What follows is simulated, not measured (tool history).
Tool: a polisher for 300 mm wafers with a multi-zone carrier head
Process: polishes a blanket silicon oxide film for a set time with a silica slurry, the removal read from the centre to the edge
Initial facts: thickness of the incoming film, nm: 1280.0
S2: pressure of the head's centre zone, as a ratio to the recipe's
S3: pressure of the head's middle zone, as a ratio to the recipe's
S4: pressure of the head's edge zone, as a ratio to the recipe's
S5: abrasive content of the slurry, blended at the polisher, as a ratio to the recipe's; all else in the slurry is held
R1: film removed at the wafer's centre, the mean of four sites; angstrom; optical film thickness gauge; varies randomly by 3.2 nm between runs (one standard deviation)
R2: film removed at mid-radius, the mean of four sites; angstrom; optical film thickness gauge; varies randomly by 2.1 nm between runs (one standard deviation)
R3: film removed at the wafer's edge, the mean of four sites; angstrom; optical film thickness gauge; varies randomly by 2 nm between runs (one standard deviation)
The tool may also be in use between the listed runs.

run 1 hour=0.0 | flow_of_slurry_(ml/min)=175 S2=1.00 S3=1.00 S4=1.00 S5=1.00 polishing_time_(s)=35 | R1=1276.8 R2=1238.4 R3=1273.5
run 2 hour=1.2 | flow_of_slurry_(ml/min)=175 S2=1.00 S3=1.00 S4=1.00 S5=0.85 polishing_time_(s)=35 | R1=1105.4 R2=1123.1 R3=1132.8
run 3 hour=2.2 | flow_of_slurry_(ml/min)=180 S2=1.01 S3=1.00 S4=1.02 S5=0.95 polishing_time_(s)=35 | R1=1234.2 R2=1218.3 R3=1206.2
run 4 hour=6.7 | flow_of_slurry_(ml/min)=180 S2=1.01 S3=1.00 S4=0.95 S5=0.95 polishing_time_(s)=35 | R1=1236.2 R2=1249.6 R3=1167.2
run 5 hour=15.6 | flow_of_slurry_(ml/min)=180 S2=0.97 S3=1.00 S4=0.95 S5=0.95 polishing_time_(s)=35 | R1=1185.9 R2=1210.0 R3=1183.2
run 6 hour=21.5 | flow_of_slurry_(ml/min)=180 S2=0.97 S3=1.00 S4=0.95 S5=0.80 polishing_time_(s)=35 | R1=1016.9 R2=1068.4 R3=1040.2
run 7 hour=26.3 | flow_of_slurry_(ml/min)=175 S2=0.99 S3=0.99 S4=0.97 S5=0.90 polishing_time_(s)=35 | R1=1131.0 R2=1160.1 R3=1148.3
run 8 hour=32.3 | flow_of_slurry_(ml/min)=190 S2=1.09 S3=0.93 S4=1.07 S5=1.15 polishing_time_(s)=36 | R1=1507.1 R2=1344.3 R3=1445.7
run 9 hour=34.7 | flow_of_slurry_(ml/min)=190 S2=1.09 S3=0.93 S4=1.07 S5=1.15 polishing_time_(s)=36 | R1=1560.4 R2=1342.3 R3=1444.1
run 10 hour=40.0 | flow_of_slurry_(ml/min)=190 S2=1.09 S3=0.93 S4=1.07 S5=1.15 polishing_time_(s)=36 | R1=1507.9 R2=1334.0 R3=1432.2

For run 11, what comes out?
run 11 hour=47.7 | flow_of_slurry_(ml/min)=185 S2=1.10 S3=0.93 S4=1.08 S5=1.20 polishing_time_(s)=37 | R1=? R2=? R3=?

R1: 1600.0 angstrom
R2: 1401.7 angstrom
R3: 1529.3 angstrom
